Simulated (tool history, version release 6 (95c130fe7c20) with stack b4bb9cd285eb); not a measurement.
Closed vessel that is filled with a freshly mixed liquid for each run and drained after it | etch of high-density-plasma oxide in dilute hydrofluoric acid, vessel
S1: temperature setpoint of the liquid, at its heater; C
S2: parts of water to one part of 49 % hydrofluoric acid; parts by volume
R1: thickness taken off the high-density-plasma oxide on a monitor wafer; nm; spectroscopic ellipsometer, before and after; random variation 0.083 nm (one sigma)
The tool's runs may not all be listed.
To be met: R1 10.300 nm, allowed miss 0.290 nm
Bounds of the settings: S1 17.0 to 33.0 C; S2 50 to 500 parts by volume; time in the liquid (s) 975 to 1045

run 1 hour=0.0 | S1=25.0 S2=275 time_in_the_liquid_(s)=975 | R1=15.400
run 2 hour=5.8 | S1=22.0 S2=275 time_in_the_liquid_(s)=975 | R1=13.636
run 3 hour=9.9 | S1=21.0 S2=280 time_in_the_liquid_(s)=975 | R1=13.027
run 4 hour=15.5 | S1=20.5 S2=285 time_in_the_liquid_(s)=975 | R1=12.565
run 5 hour=18.8 | S1=20.5 S2=285 time_in_the_liquid_(s)=975 | R1=12.575
run 6 hour=21.7 | S1=20.5 S2=285 time_in_the_liquid_(s)=975 | R1=12.559
run 7 hour=29.3 | S1=20.0 S2=290 time_in_the_liquid_(s)=975 | R1=11.957
run 8 hour=35.7 | S1=19.5 S2=290 time_in_the_liquid_(s)=975 | R1=11.796
run 9 hour=37.8 | S1=19.0 S2=290 time_in_the_liquid_(s)=975 | R1=11.488
run 10 hour=40.8 | S1=18.5 S2=290 time_in_the_liquid_(s)=975 | R1=11.270
run 11 hour=42.2 | S1=17.5 S2=295 time_in_the_liquid_(s)=975 | R1=10.723

Which of these 4 next moves meets every target?
run A hour=43.6 | S1=18.0 S2=285 time_in_the_liquid_(s)=985 | R1=?
run B hour=43.6 | S1=18.0 S2=305 time_in_the_liquid_(s)=975 | R1=?
run C hour=43.6 | S1=19.0 S2=290 time_in_the_liquid_(s)=975 | R1=?
run D hour=43.6 | S1=18.5 S2=305 time_in_the_liquid_(s)=1045 | R1=?

move=A R1=11.445
move=B R1=10.406
move=C R1=11.508
move=D R1=11.362
A: further off than the last run
B: meets every target
C: further off than the last run
D: further off than the last run
Answer: B
